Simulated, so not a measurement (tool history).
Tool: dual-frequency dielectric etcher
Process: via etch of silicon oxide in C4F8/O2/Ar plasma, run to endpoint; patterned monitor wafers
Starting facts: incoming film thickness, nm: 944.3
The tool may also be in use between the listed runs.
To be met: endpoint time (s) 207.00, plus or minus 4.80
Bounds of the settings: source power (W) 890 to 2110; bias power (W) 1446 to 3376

| run | hour | source power (W) | bias power (W) | endpoint time (s) |
|---|---|---|---|---|
| 1 | 0.0 | 1500 | 2411 | 180.69 |
| 2 | 8.4 | 1410 | 2372 | 187.27 |
| 3 | 12.3 | 1350 | 2350 | 189.41 |
| 4 | 13.2 | 1350 | 2145 | 194.68 |
| 5 | 18.2 | 1580 | 2145 | 185.48 |
| 6 | 23.3 | 1790 | 2145 | 175.92 |
| 7 | 24.6 | 1490 | 1847 | 191.80 |
| 8 | 29.4 | 1430 | 1810 | 196.29 |
| 9 | 36.4 | 1390 | 1786 | 201.05 |
| 10 | 41.7 | 1370 | 1776 | 201.04 |
| 11 | 47.4 | 1350 | 1765 | 202.10 |

Consider the 4 candidate settings below. Which is the only one whose results all fall within their allowed miss of target?
| A | 53.1 | 1190 | 1967 | ? |
| B | 53.1 | 1420 | 1911 | ? |
| C | 53.1 | 1110 | 1446 | ? |
| D | 53.1 | 1120 | 1657 | ? |

| move | endpoint time (s) |
|---|---|
| A | 204.33 |
| B | 193.82 |
| C | 221.19 |
| D | 215.31 |
A: all results land within tolerance of their targets
B: misses by more than the last run did
C: carries the result that was furthest off beyond its target, to the other side
D: carries the result that was furthest off beyond its target, to the other side
The right move is A.

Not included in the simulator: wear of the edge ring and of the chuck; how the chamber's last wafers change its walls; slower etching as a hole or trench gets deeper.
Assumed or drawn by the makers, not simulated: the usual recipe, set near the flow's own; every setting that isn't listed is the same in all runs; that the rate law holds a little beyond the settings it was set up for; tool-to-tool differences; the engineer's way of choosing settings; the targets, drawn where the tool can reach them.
